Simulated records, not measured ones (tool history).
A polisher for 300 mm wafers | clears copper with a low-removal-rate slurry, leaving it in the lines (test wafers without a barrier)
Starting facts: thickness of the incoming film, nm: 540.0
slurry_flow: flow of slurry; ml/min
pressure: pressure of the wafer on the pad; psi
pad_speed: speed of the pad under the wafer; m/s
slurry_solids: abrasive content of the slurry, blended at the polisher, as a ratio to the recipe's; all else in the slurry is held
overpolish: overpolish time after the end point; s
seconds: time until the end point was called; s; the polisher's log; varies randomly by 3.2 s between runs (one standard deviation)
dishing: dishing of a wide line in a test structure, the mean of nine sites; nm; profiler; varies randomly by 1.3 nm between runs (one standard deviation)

| run | hour | slurry_flow | pressure | pad_speed | slurry_solids | overpolish | seconds | dishing |
|---|---|---|---|---|---|---|---|---|
| 1 | 0.0 | 165 | 4.1 | 0.86 | 1.00 | 27 | 157.75 | 63.274 |
| 2 | 1.3 | 165 | 4.1 | 1.06 | 1.00 | 27 | 131.59 | 71.114 |
| 3 | 8.5 | 165 | 3.6 | 1.04 | 1.00 | 29 | 149.83 | 68.450 |
| 4 | 10.1 | 165 | 3.2 | 1.04 | 1.00 | 30 | 171.79 | 60.404 |
| 5 | 14.6 | 165 | 3.0 | 1.04 | 1.00 | 32 | 181.80 | 62.608 |
| 6 | 18.8 | 165 | 3.0 | 1.04 | 0.85 | 32 | 190.48 | 60.533 |
| 7 | 25.0 | 165 | 2.9 | 1.04 | 0.85 | 33 | 192.27 | 61.719 |
| 8 | 32.8 | 165 | 2.8 | 1.04 | 0.85 | 33 | 202.37 | 60.664 |

Forecast run 9:
| 9 | 40.5 | 165 | 2.7 | 1.04 | 0.85 | 33 | ? | ? |

seconds: 209.06 s
dishing: 55.484 nm
